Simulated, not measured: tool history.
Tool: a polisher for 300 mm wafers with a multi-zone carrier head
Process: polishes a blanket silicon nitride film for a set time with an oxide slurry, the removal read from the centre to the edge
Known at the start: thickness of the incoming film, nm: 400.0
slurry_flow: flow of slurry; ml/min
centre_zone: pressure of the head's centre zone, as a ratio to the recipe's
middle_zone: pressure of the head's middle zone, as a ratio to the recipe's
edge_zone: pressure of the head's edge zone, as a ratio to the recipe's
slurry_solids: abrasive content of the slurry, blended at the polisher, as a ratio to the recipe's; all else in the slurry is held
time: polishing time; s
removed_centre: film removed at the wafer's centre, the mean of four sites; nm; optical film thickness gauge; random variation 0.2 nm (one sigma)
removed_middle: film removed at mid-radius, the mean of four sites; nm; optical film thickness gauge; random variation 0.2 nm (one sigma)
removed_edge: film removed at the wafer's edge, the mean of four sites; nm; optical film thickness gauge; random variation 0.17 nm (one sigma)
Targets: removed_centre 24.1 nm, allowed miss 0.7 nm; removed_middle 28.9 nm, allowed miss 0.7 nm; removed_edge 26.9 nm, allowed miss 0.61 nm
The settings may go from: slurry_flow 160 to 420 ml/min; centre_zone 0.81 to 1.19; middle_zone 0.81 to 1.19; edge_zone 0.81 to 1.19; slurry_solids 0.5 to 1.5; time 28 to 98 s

run  hour  slurry_flow  centre_zone  middle_zone  edge_zone  slurry_solids  time  removed_centre  removed_middle  removed_edge
  1     0          270            1            1          1              1    63          45.824          47.096        47.706
  2   3.3          260         0.96            1       0.95           0.85    58          38.125           41.09        39.973
  3  11.5          260         0.96         0.96       0.95           0.85    58          37.984          39.698        40.528
  4  15.1          260         0.96         0.96       0.95           0.75    58          36.357           38.11        39.037
  5  23.8          260         0.96         0.96       0.95           0.75    73          45.888          48.046        48.917
  6  26.2          260            1         0.96       0.95           0.75    73          48.384          47.851        48.758
  7  30.2          235          0.9         0.99       0.85            0.5    55          27.898          31.668        30.042
  8  32.4          205         0.84         0.99       0.81            0.5    49          22.992           27.83        25.733
  9  38.5          220         0.84         0.99       0.82            0.5    49          23.437          28.237         26.02
 10  44.3          220         0.84         0.99       0.82            0.5    49          23.374          28.036        26.052
 11  52.6          230         0.84         0.99       0.83            0.5    49          23.695          28.276        26.329
 12  61.4          235         0.84         0.99       0.84            0.5    49          23.637          28.679        26.516

Which of these 4 next moves meets every target?
  A  70.2          300         0.85         1.06       0.81            0.5    46               ?               ?             ?
  B  70.2          205         0.84            1       0.81            0.5    51               ?               ?             ?
  C  70.2          250         0.92         1.04       0.81            0.5    48               ?               ?             ?
  D  70.2          275         0.81         1.03       0.86            0.5    48               ?               ?             ?

move  removed_centre  removed_middle  removed_edge
   A          22.793           28.93        25.161
   B          23.899          29.326         27.08
   C          25.045           29.17        25.908
   D          22.567          29.225        26.802
A: further off than the last run
B: meets every target
C: takes the result that was furthest off past its target
D: further off than the last run
The right move is B.
